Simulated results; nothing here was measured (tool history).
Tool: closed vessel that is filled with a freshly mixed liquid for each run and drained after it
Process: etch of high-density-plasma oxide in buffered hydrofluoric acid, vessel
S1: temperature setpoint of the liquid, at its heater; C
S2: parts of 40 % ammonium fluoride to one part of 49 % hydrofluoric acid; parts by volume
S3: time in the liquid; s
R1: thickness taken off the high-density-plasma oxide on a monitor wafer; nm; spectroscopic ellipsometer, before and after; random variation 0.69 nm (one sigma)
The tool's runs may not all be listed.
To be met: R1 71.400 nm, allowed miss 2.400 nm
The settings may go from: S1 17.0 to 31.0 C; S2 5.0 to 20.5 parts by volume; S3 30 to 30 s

run	hour	S1	S2	S3	R1
1	0.0	23.0	12.5	30	29.951
2	4.3	25.5	12.5	30	33.671
3	7.7	25.5	14.5	30	29.134
4	12.4	25.5	16.5	30	26.373
5	15.2	25.5	16.5	30	25.839
6	17.4	25.5	20.0	30	21.349
7	26.5	26.0	18.0	30	24.377
8	34.0	30.0	14.0	30	38.194
9	37.8	30.0	13.0	30	41.500
10	40.9	30.0	13.0	30	41.227
11	44.6	31.0	9.0	30	60.595
12	48.3	31.0	8.5	30	64.614
13	57.2	31.0	7.0	30	79.774
14	66.3	30.5	7.0	30	77.240

5 next moves are on the table. One of them brings every result within its allowed miss. Which?
A	75.4	28.5	7.5	30	?
B	75.4	29.5	6.5	30	?
C	75.4	30.5	7.5	30	?
D	75.4	29.0	7.5	30	?
E	75.4	30.0	7.0	30	?

move	R1
A	65.584
B	79.409
C	72.850
D	67.338
E	76.448
A: takes the result that was furthest off past its target
B: further off than the last run
C: meets every target
D: takes the result that was furthest off past its target
E: nearer than the last run, and not there yet
The right move is C.
